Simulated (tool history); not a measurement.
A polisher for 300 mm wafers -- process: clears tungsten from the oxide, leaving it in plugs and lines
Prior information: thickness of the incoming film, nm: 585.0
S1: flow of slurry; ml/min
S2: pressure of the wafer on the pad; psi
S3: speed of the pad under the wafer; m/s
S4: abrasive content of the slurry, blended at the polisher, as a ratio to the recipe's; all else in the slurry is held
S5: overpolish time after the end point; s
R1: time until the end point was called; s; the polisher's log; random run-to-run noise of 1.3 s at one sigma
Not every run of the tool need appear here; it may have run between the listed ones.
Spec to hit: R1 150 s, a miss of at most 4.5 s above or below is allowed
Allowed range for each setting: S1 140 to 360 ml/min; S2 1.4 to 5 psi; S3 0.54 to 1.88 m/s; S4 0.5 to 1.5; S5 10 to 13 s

run 1 hour=0 | S1=230 S2=3.2 S3=1.2 S4=1 S5=13 | R1=102.18
run 2 hour=4.4 | S1=230 S2=3.2 S3=1.2 S4=1 S5=10 | R1=103.06
run 3 hour=6.8 | S1=230 S2=3.2 S3=1.2 S4=0.85 S5=10 | R1=108.27
run 4 hour=12.6 | S1=230 S2=3.1 S3=1.2 S4=0.85 S5=10 | R1=111.34
run 5 hour=15 | S1=230 S2=3 S3=1.2 S4=0.85 S5=10 | R1=114.9
run 6 hour=23 | S1=230 S2=2.9 S3=1.2 S4=0.85 S5=10 | R1=119.45
run 7 hour=30.3 | S1=230 S2=2.8 S3=1.2 S4=0.85 S5=10 | R1=121.53
run 8 hour=33.9 | S1=220 S2=2 S3=1.18 S4=0.85 S5=10 | R1=173.74

Which one of the following 4 next-run settings gets every result inside its allowed miss? There is exactly one.
run A hour=37.5 | S1=205 S2=2 S3=1.04 S4=0.85 S5=10 | R1=?
run B hour=37.5 | S1=220 S2=1.9 S3=1.16 S4=0.85 S5=10 | R1=?
run C hour=37.5 | S1=165 S2=2.6 S3=1.16 S4=0.65 S5=10 | R1=?
run D hour=37.5 | S1=225 S2=2.3 S3=1.2 S4=0.85 S5=10 | R1=?

move=A R1=198.71
move=B R1=185.87
move=C R1=158.32
move=D R1=149.42
A: moves away from the targets compared with the last run
B: moves away from the targets compared with the last run
C: closes in on the targets versus the last run, not all within tolerance yet
D: every result within its allowed miss
The move that meets every target is D.
